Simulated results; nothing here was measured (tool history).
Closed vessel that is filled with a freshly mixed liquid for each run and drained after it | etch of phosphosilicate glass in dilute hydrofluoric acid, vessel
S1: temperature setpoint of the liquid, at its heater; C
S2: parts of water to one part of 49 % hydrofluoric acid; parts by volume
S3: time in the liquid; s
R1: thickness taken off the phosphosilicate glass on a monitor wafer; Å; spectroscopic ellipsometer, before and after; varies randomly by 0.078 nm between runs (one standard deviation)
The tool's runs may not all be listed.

{"run": 1, "hour": 0.0, "S1": 22, "S2": 250, "S3": 60, "R1": 184.71}
{"run": 2, "hour": 5.0, "S1": 21, "S2": 275, "S3": 60, "R1": 158.22}
{"run": 3, "hour": 8.5, "S1": 21, "S2": 275, "S3": 45, "R1": 118.96}
{"run": 4, "hour": 15.7, "S1": 20, "S2": 275, "S3": 45, "R1": 113.41}
{"run": 5, "hour": 16.9, "S1": 20, "S2": 215, "S3": 45, "R1": 155.65}
{"run": 6, "hour": 25.0, "S1": 20, "S2": 130, "S3": 45, "R1": 281.49}
{"run": 7, "hour": 30.3, "S1": 19, "S2": 165, "S3": 45, "R1": 204.13}
{"run": 8, "hour": 35.0, "S1": 18.5, "S2": 190, "S3": 45, "R1": 168.88}
{"run": 9, "hour": 42.4, "S1": 18, "S2": 210, "S3": 45, "R1": 148.94}

Expected results for the next run?
{"run": 10, "hour": 45.4, "S1": 17.5, "S2": 225, "S3": 45, "R1": "?"}

Run 10 gave R1 133.85 Å.

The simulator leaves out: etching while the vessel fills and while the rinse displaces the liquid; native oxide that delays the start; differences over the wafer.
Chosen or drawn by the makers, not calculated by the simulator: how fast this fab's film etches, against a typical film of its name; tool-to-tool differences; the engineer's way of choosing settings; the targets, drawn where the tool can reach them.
